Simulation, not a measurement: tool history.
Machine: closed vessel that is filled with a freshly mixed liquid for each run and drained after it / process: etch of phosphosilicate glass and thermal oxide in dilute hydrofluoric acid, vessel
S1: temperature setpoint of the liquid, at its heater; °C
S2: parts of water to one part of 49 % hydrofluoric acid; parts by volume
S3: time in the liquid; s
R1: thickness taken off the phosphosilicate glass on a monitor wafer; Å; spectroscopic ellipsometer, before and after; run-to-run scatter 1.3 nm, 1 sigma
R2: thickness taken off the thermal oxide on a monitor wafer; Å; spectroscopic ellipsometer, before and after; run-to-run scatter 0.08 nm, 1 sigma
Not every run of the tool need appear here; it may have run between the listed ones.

run	hour	S1	S2	S3	R1	R2
1	0	25	255	80	584.18	11.85
2	7.7	26	235	80	663.82	13.595
3	11.4	27	220	80	739.9	15.72
4	15.2	27	220	115	1073.1	22.495
5	19.9	27.5	215	115	1117.5	23.172
6	22.4	28	210	115	1168	24.32
7	26.4	28.5	210	115	1180	25.042

Predict the results of run 8:
8	33	28.5	205	115	?	?

R1: 1246.8 Å
R2: 25.229 Å
